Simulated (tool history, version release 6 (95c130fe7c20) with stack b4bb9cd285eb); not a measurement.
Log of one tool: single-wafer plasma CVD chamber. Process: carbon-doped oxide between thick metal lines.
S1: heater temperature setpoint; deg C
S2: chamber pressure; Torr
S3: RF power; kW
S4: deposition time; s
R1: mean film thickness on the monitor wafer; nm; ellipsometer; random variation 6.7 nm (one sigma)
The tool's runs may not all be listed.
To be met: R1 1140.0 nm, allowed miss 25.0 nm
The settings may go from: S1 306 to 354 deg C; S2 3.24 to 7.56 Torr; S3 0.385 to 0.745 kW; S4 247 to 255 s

Run 1, hour 0.0: S1 330 deg C, S2 5.40 Torr, S3 0.565 kW, S4 247 s. Result: R1 1375.7 nm.
Run 2, hour 5.3: S1 324 deg C, S2 5.40 Torr, S3 0.565 kW, S4 247 s. Result: R1 1390.5 nm.
Run 3, hour 8.9: S1 318 deg C, S2 5.40 Torr, S3 0.565 kW, S4 247 s. Result: R1 1423.4 nm.
Run 4, hour 11.6: S1 318 deg C, S2 5.40 Torr, S3 0.565 kW, S4 255 s. Result: R1 1466.0 nm.
Run 5, hour 12.9: S1 320 deg C, S2 5.09 Torr, S3 0.530 kW, S4 254 s. Result: R1 1358.5 nm.
Run 6, hour 19.2: S1 322 deg C, S2 4.68 Torr, S3 0.520 kW, S4 254 s. Result: R1 1300.0 nm.
Run 7, hour 25.9: S1 322 deg C, S2 4.68 Torr, S3 0.520 kW, S4 254 s. Result: R1 1289.5 nm.
Run 8, hour 27.1: S1 324 deg C, S2 4.43 Torr, S3 0.520 kW, S4 254 s. Result: R1 1248.7 nm.
Run 9, hour 29.9: S1 326 deg C, S2 4.30 Torr, S3 0.520 kW, S4 254 s. Result: R1 1252.3 nm.
Run 10, hour 37.3: S1 327 deg C, S2 4.08 Torr, S3 0.520 kW, S4 254 s. Result: R1 1216.1 nm.
Run 11, hour 43.0: S1 329 deg C, S2 3.97 Torr, S3 0.520 kW, S4 254 s. Result: R1 1221.4 nm.
Run 12, hour 47.4: S1 329 deg C, S2 3.81 Torr, S3 0.515 kW, S4 254 s. Result: R1 1189.7 nm.
Run 13, hour 51.5: S1 330 deg C, S2 3.72 Torr, S3 0.515 kW, S4 254 s. Result: R1 1189.3 nm.
Run 14, hour 60.4: S1 331 deg C, S2 3.61 Torr, S3 0.515 kW, S4 254 s. Result: R1 1170.9 nm.
Run 15, hour 62.9: S1 331 deg C, S2 3.55 Torr, S3 0.515 kW, S4 254 s. Result: R1 1167.3 nm.

5 next moves are on the table. One of them brings every result within its allowed miss. Which?
Run A, hour 65.4: S1 332 deg C, S2 3.44 Torr, S3 0.495 kW, S4 249 s. Result: R1 ?.
Run B, hour 65.4: S1 338 deg C, S2 3.89 Torr, S3 0.520 kW, S4 255 s. Result: R1 ?.
Run C, hour 65.4: S1 323 deg C, S2 3.39 Torr, S3 0.465 kW, S4 255 s. Result: R1 ?.
Run D, hour 65.4: S1 330 deg C, S2 3.24 Torr, S3 0.560 kW, S4 247 s. Result: R1 ?.
Run E, hour 65.4: S1 324 deg C, S2 4.24 Torr, S3 0.485 kW, S4 247 s. Result: R1 ?.

move      R1
   A  1089.1
   B  1175.6
   C  1060.5
   D  1213.9
   E  1122.4
A: takes the result that was furthest off past its target
B: further off than the last run
C: takes the result that was furthest off past its target
D: further off than the last run
E: meets every target
Move E is the one to make.
